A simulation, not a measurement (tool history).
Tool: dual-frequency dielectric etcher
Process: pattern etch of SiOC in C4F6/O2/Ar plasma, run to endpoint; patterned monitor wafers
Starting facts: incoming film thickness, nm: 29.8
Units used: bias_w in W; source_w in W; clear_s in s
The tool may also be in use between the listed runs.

run  hour  bias_w  source_w  clear_s
  1   0.0     621       440   9.1972
  2   3.4     567       440   9.7975
  3  12.3     595       440   9.5364
  4  21.1     595       480   9.1228
  5  24.6     617       480   8.9803
  6  29.6     617       510   8.7311
  7  35.5     617       510   8.6877
  8  37.7     633       510   8.6076

Run 9, settings as shown, results not yet in. Your forecast:
  9  45.9     649       510        ?

For run 9 the tool returned clear_s 8.4901 s.
